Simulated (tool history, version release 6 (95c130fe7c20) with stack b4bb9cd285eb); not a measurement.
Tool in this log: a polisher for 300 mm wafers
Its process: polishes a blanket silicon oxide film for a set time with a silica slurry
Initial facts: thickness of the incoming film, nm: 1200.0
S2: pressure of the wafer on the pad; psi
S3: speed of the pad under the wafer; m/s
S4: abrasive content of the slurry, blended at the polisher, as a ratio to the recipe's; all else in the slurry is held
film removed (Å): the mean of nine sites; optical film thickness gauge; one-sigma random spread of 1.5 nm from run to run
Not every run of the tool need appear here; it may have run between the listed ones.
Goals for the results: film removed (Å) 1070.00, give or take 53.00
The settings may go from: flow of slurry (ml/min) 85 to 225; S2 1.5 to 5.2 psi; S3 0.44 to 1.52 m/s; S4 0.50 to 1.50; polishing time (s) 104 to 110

run 1 hour=0.0 | flow_of_slurry_(ml/min)=145 S2=3.3 S3=0.98 S4=1.00 polishing_time_(s)=104 | film_removed_(Å)=2173.10
run 2 hour=2.5 | flow_of_slurry_(ml/min)=145 S2=3.3 S3=0.98 S4=1.00 polishing_time_(s)=104 | film_removed_(Å)=2123.00
run 3 hour=10.5 | flow_of_slurry_(ml/min)=145 S2=4.0 S3=0.98 S4=1.00 polishing_time_(s)=104 | film_removed_(Å)=2595.30
run 4 hour=18.2 | flow_of_slurry_(ml/min)=145 S2=3.6 S3=0.94 S4=1.00 polishing_time_(s)=104 | film_removed_(Å)=2203.40
run 5 hour=23.7 | flow_of_slurry_(ml/min)=145 S2=3.6 S3=0.94 S4=0.80 polishing_time_(s)=104 | film_removed_(Å)=1978.80
run 6 hour=28.1 | flow_of_slurry_(ml/min)=145 S2=3.6 S3=0.94 S4=0.80 polishing_time_(s)=104 | film_removed_(Å)=1983.00
run 7 hour=30.9 | flow_of_slurry_(ml/min)=145 S2=3.2 S3=0.92 S4=0.80 polishing_time_(s)=104 | film_removed_(Å)=1779.90
run 8 hour=34.1 | flow_of_slurry_(ml/min)=140 S2=2.2 S3=0.80 S4=0.80 polishing_time_(s)=104 | film_removed_(Å)=1173.10
run 9 hour=40.2 | flow_of_slurry_(ml/min)=135 S2=1.9 S3=0.80 S4=0.80 polishing_time_(s)=104 | film_removed_(Å)=987.58
run 10 hour=47.7 | flow_of_slurry_(ml/min)=140 S2=1.9 S3=0.80 S4=0.80 polishing_time_(s)=104 | film_removed_(Å)=1011.70

Below are 5 possible settings for the next run. Only one of them brings all results inside the allowed miss of their targets. Which is it?
run A hour=55.2 | flow_of_slurry_(ml/min)=130 S2=2.3 S3=0.78 S4=0.75 polishing_time_(s)=110 | film_removed_(Å)=?
run B hour=55.2 | flow_of_slurry_(ml/min)=175 S2=2.5 S3=1.02 S4=0.55 polishing_time_(s)=110 | film_removed_(Å)=?
run C hour=55.2 | flow_of_slurry_(ml/min)=140 S2=2.0 S3=0.90 S4=0.85 polishing_time_(s)=108 | film_removed_(Å)=?
run D hour=55.2 | flow_of_slurry_(ml/min)=165 S2=1.9 S3=0.88 S4=0.85 polishing_time_(s)=109 | film_removed_(Å)=?
run E hour=55.2 | flow_of_slurry_(ml/min)=145 S2=2.1 S3=0.84 S4=0.70 polishing_time_(s)=108 | film_removed_(Å)=?

move=A film_removed_(Å)=1189.80
move=B film_removed_(Å)=1248.50
move=C film_removed_(Å)=1228.80
move=D film_removed_(Å)=1193.70
move=E film_removed_(Å)=1091.90
A: moves the result that the last run missed by most past its target, out the other side
B: moves the result that the last run missed by most past its target, out the other side
C: moves the result that the last run missed by most past its target, out the other side
D: moves the result that the last run missed by most past its target, out the other side
E: hits every target within its allowed miss
So the answer is move E, the one that meets all the targets.

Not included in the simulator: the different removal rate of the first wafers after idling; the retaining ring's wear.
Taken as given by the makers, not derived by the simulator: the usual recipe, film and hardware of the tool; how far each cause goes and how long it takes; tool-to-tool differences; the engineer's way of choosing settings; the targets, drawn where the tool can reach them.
